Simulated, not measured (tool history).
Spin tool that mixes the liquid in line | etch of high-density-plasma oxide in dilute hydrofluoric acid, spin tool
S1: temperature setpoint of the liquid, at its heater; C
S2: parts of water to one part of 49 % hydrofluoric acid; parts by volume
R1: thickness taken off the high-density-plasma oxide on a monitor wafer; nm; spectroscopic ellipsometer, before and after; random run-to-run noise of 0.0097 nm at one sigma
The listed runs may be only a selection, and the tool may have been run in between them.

Run 1, day 0.000: S1 23.0 C, S2 120 parts by volume, time under the liquid (s) 100. Result: R1 4.5769 nm.
Run 2, day 0.029: S1 25.0 C, S2 120 parts by volume, time under the liquid (s) 100. Result: R1 4.9570 nm.
Run 3, day 0.283: S1 23.5 C, S2 125 parts by volume, time under the liquid (s) 100. Result: R1 4.4751 nm.
Run 4, day 0.496: S1 23.5 C, S2 95 parts by volume, time under the liquid (s) 100. Result: R1 6.0981 nm.
Run 5, day 0.696: S1 22.0 C, S2 105 parts by volume, time under the liquid (s) 100. Result: R1 5.1275 nm.
Run 6, day 1.004: S1 22.0 C, S2 65 parts by volume, time under the liquid (s) 100. Result: R1 8.6879 nm.
Run 7, day 1.038: S1 21.0 C, S2 80 parts by volume, time under the liquid (s) 100. Result: R1 6.6223 nm.

Expected results for the next run?
Run 8, day 1.342: S1 17.0 C, S2 130 parts by volume, time under the liquid (s) 100. Result: R1 ?.

R1: 3.2783 nm
